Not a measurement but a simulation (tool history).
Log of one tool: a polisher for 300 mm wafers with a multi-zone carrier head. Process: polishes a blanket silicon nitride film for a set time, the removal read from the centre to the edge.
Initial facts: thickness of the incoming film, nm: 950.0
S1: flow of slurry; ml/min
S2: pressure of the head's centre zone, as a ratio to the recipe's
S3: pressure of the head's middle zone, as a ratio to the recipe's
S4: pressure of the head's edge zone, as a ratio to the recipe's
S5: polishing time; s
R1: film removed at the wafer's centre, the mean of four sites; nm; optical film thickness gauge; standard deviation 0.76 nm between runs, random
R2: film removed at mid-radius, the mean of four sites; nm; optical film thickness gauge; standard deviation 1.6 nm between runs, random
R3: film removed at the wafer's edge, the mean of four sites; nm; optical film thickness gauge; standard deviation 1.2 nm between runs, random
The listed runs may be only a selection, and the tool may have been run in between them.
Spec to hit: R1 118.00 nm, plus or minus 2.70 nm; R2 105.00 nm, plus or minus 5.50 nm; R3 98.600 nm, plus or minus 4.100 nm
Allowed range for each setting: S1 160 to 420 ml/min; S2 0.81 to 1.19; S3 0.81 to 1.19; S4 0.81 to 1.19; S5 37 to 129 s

Run 1, hour 0.0: S1 270 ml/min, S2 1.00, S3 1.00, S4 1.00, S5 83 s. Result: R1 129.93 nm, R2 132.32 nm, R3 127.690 nm.
Run 2, hour 3.3: S1 270 ml/min, S2 1.08, S3 1.00, S4 1.00, S5 83 s. Result: R1 134.73 nm, R2 130.54 nm, R3 127.880 nm.
Run 3, hour 8.8: S1 270 ml/min, S2 1.08, S3 1.00, S4 0.93, S5 83 s. Result: R1 137.65 nm, R2 131.92 nm, R3 125.920 nm.
Run 4, hour 11.5: S1 270 ml/min, S2 1.08, S3 1.00, S4 0.98, S5 83 s. Result: R1 135.40 nm, R2 124.60 nm, R3 127.230 nm.
Run 5, hour 12.4: S1 270 ml/min, S2 1.09, S3 1.00, S4 0.95, S5 80 s. Result: R1 133.10 nm, R2 123.66 nm, R3 122.760 nm.
Run 6, hour 15.7: S1 270 ml/min, S2 1.10, S3 1.01, S4 0.92, S5 77 s. Result: R1 128.89 nm, R2 120.77 nm, R3 113.370 nm.
Run 7, hour 17.7: S1 265 ml/min, S2 1.10, S3 1.00, S4 0.91, S5 76 s. Result: R1 127.19 nm, R2 116.53 nm, R3 111.860 nm.
Run 8, hour 20.2: S1 255 ml/min, S2 1.10, S3 1.00, S4 0.89, S5 75 s. Result: R1 123.67 nm, R2 117.25 nm, R3 110.860 nm.
Run 9, hour 26.6: S1 310 ml/min, S2 1.15, S3 0.98, S4 0.85, S5 64 s. Result: R1 112.83 nm, R2 100.78 nm, R3 92.331 nm.
Run 10, hour 29.8: S1 305 ml/min, S2 1.15, S3 0.99, S4 0.86, S5 64 s. Result: R1 111.70 nm, R2 98.23 nm, R3 95.736 nm.
Run 11, hour 34.5: S1 305 ml/min, S2 1.15, S3 1.00, S4 0.86, S5 65 s. Result: R1 115.02 nm, R2 102.42 nm, R3 96.419 nm.
Run 12, hour 42.2: S1 305 ml/min, S2 1.15, S3 1.01, S4 0.86, S5 65 s. Result: R1 114.62 nm, R2 104.56 nm, R3 99.034 nm.

Below are 5 possible settings for the next run. Only one of them brings all results inside the allowed miss of their targets. Which is it?
Run A, hour 49.9: S1 320 ml/min, S2 1.17, S3 1.11, S4 1.14, S5 62 s. Result: R1 ?, R2 ?, R3 ?.
Run B, hour 49.9: S1 285 ml/min, S2 1.12, S3 1.02, S4 0.86, S5 64 s. Result: R1 ?, R2 ?, R3 ?.
Run C, hour 49.9: S1 360 ml/min, S2 1.12, S3 0.94, S4 0.81, S5 68 s. Result: R1 ?, R2 ?, R3 ?.
Run D, hour 49.9: S1 220 ml/min, S2 1.18, S3 1.12, S4 0.93, S5 65 s. Result: R1 ?, R2 ?, R3 ?.
Run E, hour 49.9: S1 280 ml/min, S2 1.18, S3 0.92, S4 0.86, S5 64 s. Result: R1 ?, R2 ?, R3 ?.

move      R1      R2       R3
   A  110.76  105.14  101.160
   B  109.13  102.42   92.764
   C  118.87  106.64   98.273
   D  111.08  105.84   94.437
   E  113.20   96.80   92.701
A: moves away from the targets compared with the last run
B: moves away from the targets compared with the last run
C: every result within its allowed miss
D: moves away from the targets compared with the last run
E: moves away from the targets compared with the last run
The move that meets every target is C.
